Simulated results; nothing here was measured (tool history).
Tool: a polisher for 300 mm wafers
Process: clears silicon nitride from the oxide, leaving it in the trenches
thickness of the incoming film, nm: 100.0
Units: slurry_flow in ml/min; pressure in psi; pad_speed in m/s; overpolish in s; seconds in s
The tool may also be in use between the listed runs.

Run 1, hour 0: slurry_flow 270 ml/min, pressure 2.3 psi, pad_speed 1.3 m/s, overpolish 5 s. Result: seconds 78.794 s.
Run 2, hour 3.1: slurry_flow 270 ml/min, pressure 1.9 psi, pad_speed 1.26 m/s, overpolish 5 s. Result: seconds 92.947 s.
Run 3, hour 3.8: slurry_flow 270 ml/min, pressure 1.7 psi, pad_speed 1.2 m/s, overpolish 5 s. Result: seconds 109.75 s.
Run 4, hour 5.5: slurry_flow 270 ml/min, pressure 1.9 psi, pad_speed 1.2 m/s, overpolish 5 s. Result: seconds 99.489 s.
Run 5, hour 12.6: slurry_flow 270 ml/min, pressure 1.7 psi, pad_speed 1.18 m/s, overpolish 5 s. Result: seconds 109.24 s.
Run 6, hour 16.9: slurry_flow 270 ml/min, pressure 1.7 psi, pad_speed 1.18 m/s, overpolish 5 s. Result: seconds 109.66 s.

The next listed run, before its measurement:
Run 7, hour 24.6: slurry_flow 270 ml/min, pressure 1.5 psi, pad_speed 1.16 m/s, overpolish 5 s. Result: seconds ?.

seconds: 124.09 s
